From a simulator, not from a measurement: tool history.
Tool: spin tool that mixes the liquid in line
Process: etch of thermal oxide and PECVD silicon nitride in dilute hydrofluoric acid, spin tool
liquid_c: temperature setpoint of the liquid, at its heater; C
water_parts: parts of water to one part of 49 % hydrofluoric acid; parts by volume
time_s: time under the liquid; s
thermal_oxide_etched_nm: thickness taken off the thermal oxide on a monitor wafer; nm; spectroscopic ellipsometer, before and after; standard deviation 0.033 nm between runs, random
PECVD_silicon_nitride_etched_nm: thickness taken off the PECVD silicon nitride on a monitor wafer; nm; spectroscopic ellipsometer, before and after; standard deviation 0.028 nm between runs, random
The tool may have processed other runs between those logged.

run  hour  liquid_c  water_parts  time_s  thermal_oxide_etched_nm  PECVD_silicon_nitride_etched_nm
  1     0        20           50      95                   7.4252                           2.6909
  2   3.3        21           55      95                   6.9609                           2.5341
  3   9.6        21           55     120                   8.6818                           3.2865
  4  14.5        21           55     105                   7.6672                           2.9112
  5  17.6      21.5           60     105                   7.1417                           2.6498
  6  22.1        22           65     105                   6.6871                           2.6092
  7  30.9      22.5           65     105                   6.8671                           2.6937
  8    35        23           65     105                   6.9887                           2.7777
  9    40      23.5           70     110                   6.8721                           2.7832
 10  41.7      24.5           75     110                   6.6321                           2.7586

What will run 11 give?
 11  43.5      24.5           80     110                        ?                                ?

{"run 11": {"thermal_oxide_etched_nm": 6.2317, "PECVD_silicon_nitride_etched_nm": 2.6433}}
